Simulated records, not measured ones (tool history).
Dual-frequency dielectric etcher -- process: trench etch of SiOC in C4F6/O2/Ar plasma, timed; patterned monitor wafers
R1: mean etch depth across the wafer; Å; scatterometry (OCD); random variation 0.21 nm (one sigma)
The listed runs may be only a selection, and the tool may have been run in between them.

run 1 hour=0.0 | source_power_(W)=380 bias_power_(W)=183 etch_time_(s)=28.5 | R1=600.97
run 2 hour=4.7 | source_power_(W)=380 bias_power_(W)=183 etch_time_(s)=28.5 | R1=600.42
run 3 hour=11.5 | source_power_(W)=380 bias_power_(W)=167 etch_time_(s)=28.5 | R1=579.31
run 4 hour=19.4 | source_power_(W)=380 bias_power_(W)=154 etch_time_(s)=28.5 | R1=553.42
run 5 hour=23.2 | source_power_(W)=430 bias_power_(W)=154 etch_time_(s)=28.5 | R1=591.95
run 6 hour=30.7 | source_power_(W)=430 bias_power_(W)=168 etch_time_(s)=28.5 | R1=613.17
run 7 hour=35.2 | source_power_(W)=450 bias_power_(W)=169 etch_time_(s)=28.5 | R1=625.45
run 8 hour=40.5 | source_power_(W)=470 bias_power_(W)=170 etch_time_(s)=28.5 | R1=640.52
run 9 hour=48.0 | source_power_(W)=480 bias_power_(W)=171 etch_time_(s)=28.5 | R1=652.68
run 10 hour=55.0 | source_power_(W)=490 bias_power_(W)=171 etch_time_(s)=28.5 | R1=656.06

The next listed run, before its measurement:
run 11 hour=62.4 | source_power_(W)=500 bias_power_(W)=171 etch_time_(s)=28.5 | R1=?

R1: 659.88 Å
